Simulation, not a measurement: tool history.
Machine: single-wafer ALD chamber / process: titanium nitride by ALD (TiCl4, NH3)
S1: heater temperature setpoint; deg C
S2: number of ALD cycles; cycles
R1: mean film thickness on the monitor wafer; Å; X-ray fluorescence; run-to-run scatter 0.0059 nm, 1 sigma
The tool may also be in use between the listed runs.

run 1 hour=0 | S1=395 S2=65 NH3_pulse_time_(s)=1.6 | R1=15.326
run 2 hour=3.5 | S1=393 S2=65 NH3_pulse_time_(s)=1.5 | R1=15.055
run 3 hour=8.6 | S1=388 S2=65 NH3_pulse_time_(s)=1.5 | R1=15.081
run 4 hour=13.2 | S1=388 S2=65 NH3_pulse_time_(s)=1.5 | R1=15.082
run 5 hour=16.1 | S1=388 S2=65 NH3_pulse_time_(s)=1.45 | R1=14.931
run 6 hour=23.7 | S1=388 S2=65 NH3_pulse_time_(s)=1.44 | R1=14.97
run 7 hour=26.1 | S1=388 S2=65 NH3_pulse_time_(s)=1.42 | R1=15.002
run 8 hour=32.1 | S1=388 S2=65 NH3_pulse_time_(s)=1.39 | R1=14.942

What will run 9 give?
run 9 hour=37.7 | S1=388 S2=65 NH3_pulse_time_(s)=1.37 | R1=?

R1: 14.881 Å
